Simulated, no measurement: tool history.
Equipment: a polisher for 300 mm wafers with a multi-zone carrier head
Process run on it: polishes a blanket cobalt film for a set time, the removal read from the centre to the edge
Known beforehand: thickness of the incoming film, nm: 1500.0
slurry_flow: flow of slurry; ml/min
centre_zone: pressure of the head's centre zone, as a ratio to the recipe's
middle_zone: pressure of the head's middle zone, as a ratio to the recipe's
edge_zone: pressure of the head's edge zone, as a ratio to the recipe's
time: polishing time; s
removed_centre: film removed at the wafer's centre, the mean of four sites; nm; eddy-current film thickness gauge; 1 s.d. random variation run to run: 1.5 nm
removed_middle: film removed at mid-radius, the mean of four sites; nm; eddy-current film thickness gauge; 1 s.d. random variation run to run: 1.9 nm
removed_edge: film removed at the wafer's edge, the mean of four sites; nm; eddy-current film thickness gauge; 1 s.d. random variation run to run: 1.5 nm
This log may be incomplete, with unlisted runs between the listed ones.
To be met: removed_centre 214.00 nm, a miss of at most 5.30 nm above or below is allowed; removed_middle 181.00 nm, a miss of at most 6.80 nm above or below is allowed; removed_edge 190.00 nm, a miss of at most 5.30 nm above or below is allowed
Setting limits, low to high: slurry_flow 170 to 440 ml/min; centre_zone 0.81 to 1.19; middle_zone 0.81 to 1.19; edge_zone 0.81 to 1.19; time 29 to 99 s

run  hour  slurry_flow  centre_zone  middle_zone  edge_zone  time  removed_centre  removed_middle  removed_edge
  1   0.0          280         1.00         1.00       1.00    64          247.34          251.58        245.51
  2   7.4          280         1.00         1.00       1.00    58          223.61          224.58        222.74
  3  12.8          275         1.01         0.96       0.96    57          220.50          214.83        213.77
  4  15.9          275         1.01         0.96       0.96    50          191.40          186.52        185.97
  5  24.4          290         1.03         0.95       0.96    50          197.28          187.88        189.94
  6  28.3          295         1.05         0.94       0.95    50          201.11          187.18        187.43
  7  36.2          300         1.07         0.93       0.95    50          203.25          180.50        190.25
  8  40.5          305         1.08         0.93       0.94    50          205.36          184.94        190.13

Pick the move, out of 5, that brings all results within their allowed miss; only one does.
  A  44.8          295         0.97         0.96       0.95    54               ?               ?             ?
  B  44.8          325         1.03         1.03       0.86    50               ?               ?             ?
  C  44.8          325         1.09         0.96       0.92    51               ?               ?             ?
  D  44.8          320         0.93         0.93       0.94    55               ?               ?             ?
  E  44.8          375         1.05         0.86       0.87    52               ?               ?             ?

move  removed_centre  removed_middle  removed_edge
   A          204.78          206.42        203.24
   B          201.18          204.55        180.79
   C          214.94          196.55        190.35
   D          203.15          206.27        207.22
   E          215.03          185.06        191.13
A: lands further from the targets than the last run did
B: lands further from the targets than the last run did
C: the worst result of the last run now meets its target, but another is out of spec
D: lands further from the targets than the last run did
E: hits every target within its allowed miss
Go with E: it meets all targets.

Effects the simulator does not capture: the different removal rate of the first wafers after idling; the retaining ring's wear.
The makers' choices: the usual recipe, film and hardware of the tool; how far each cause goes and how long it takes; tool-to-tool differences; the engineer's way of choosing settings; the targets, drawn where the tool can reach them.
